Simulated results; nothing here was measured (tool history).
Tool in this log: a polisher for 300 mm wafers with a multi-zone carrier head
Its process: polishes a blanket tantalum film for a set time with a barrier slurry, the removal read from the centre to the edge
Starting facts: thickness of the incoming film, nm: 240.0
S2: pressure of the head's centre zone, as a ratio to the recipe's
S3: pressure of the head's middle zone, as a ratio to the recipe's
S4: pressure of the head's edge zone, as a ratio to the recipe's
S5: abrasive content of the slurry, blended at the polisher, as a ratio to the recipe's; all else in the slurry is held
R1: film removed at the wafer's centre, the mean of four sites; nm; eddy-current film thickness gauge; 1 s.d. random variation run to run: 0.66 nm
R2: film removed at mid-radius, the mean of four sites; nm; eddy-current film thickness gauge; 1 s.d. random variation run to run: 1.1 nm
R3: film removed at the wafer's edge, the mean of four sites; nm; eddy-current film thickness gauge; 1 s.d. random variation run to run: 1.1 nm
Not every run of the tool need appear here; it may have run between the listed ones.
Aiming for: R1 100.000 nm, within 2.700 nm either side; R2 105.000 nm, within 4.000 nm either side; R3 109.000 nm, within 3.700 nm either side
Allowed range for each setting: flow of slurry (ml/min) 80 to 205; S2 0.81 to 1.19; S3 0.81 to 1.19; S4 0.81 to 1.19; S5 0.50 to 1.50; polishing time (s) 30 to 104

Run 1, day 0.000: flow of slurry (ml/min) 135, S2 1.00, S3 1.00, S4 1.00, S5 1.00, polishing time (s) 67. Result: R1 85.697 nm, R2 86.846 nm, R3 87.435 nm.
Run 2, day 0.179: flow of slurry (ml/min) 140, S2 1.00, S3 1.00, S4 1.02, S5 1.05, polishing time (s) 67. Result: R1 86.332 nm, R2 88.207 nm, R3 89.712 nm.
Run 3, day 0.333: flow of slurry (ml/min) 140, S2 1.00, S3 1.00, S4 1.02, S5 1.15, polishing time (s) 67. Result: R1 89.392 nm, R2 90.829 nm, R3 92.529 nm.
Run 4, day 0.562: flow of slurry (ml/min) 140, S2 0.95, S3 1.00, S4 1.02, S5 1.15, polishing time (s) 67. Result: R1 83.063 nm, R2 91.406 nm, R3 91.971 nm.
Run 5, day 0.629: flow of slurry (ml/min) 140, S2 0.99, S3 1.00, S4 1.02, S5 1.15, polishing time (s) 67. Result: R1 88.873 nm, R2 89.523 nm, R3 92.214 nm.
Run 6, day 0.988: flow of slurry (ml/min) 145, S2 0.99, S3 1.01, S4 1.04, S5 1.15, polishing time (s) 67. Result: R1 88.221 nm, R2 92.279 nm, R3 93.408 nm.
Run 7, day 1.146: flow of slurry (ml/min) 150, S2 0.99, S3 1.01, S4 1.05, S5 1.15, polishing time (s) 67. Result: R1 89.833 nm, R2 94.804 nm, R3 94.924 nm.
Run 8, day 1.425: flow of slurry (ml/min) 155, S2 0.99, S3 1.01, S4 1.06, S5 1.15, polishing time (s) 67. Result: R1 88.730 nm, R2 92.407 nm, R3 95.950 nm.
Run 9, day 1.596: flow of slurry (ml/min) 180, S2 1.04, S3 1.11, S4 1.15, S5 1.40, polishing time (s) 68. Result: R1 103.650 nm, R2 110.650 nm, R3 108.440 nm.

Which single option among these 4 for the next run brings every result within its allowed miss of target? Just one does.
Run A, day 1.767: flow of slurry (ml/min) 195, S2 1.00, S3 1.17, S4 1.02, S5 1.45, polishing time (s) 71. Result: R1 ?, R2 ?, R3 ?.
Run B, day 1.767: flow of slurry (ml/min) 185, S2 1.03, S3 1.06, S4 1.19, S5 1.50, polishing time (s) 66. Result: R1 ?, R2 ?, R3 ?.
Run C, day 1.767: flow of slurry (ml/min) 190, S2 1.08, S3 1.12, S4 1.14, S5 1.40, polishing time (s) 69. Result: R1 ?, R2 ?, R3 ?.
Run D, day 1.767: flow of slurry (ml/min) 195, S2 0.99, S3 1.18, S4 1.16, S5 1.20, polishing time (s) 71. Result: R1 ?, R2 ?, R3 ?.

move       R1       R2       R3
   A  104.710  123.720  107.200
   B  100.010  105.520  108.020
   C  108.650  114.430  109.100
   D   99.411  119.500  109.660
A: lands further from the targets than the last run did
B: in spec on every target
C: lands further from the targets than the last run did
D: lands further from the targets than the last run did
Move B is the one to make.
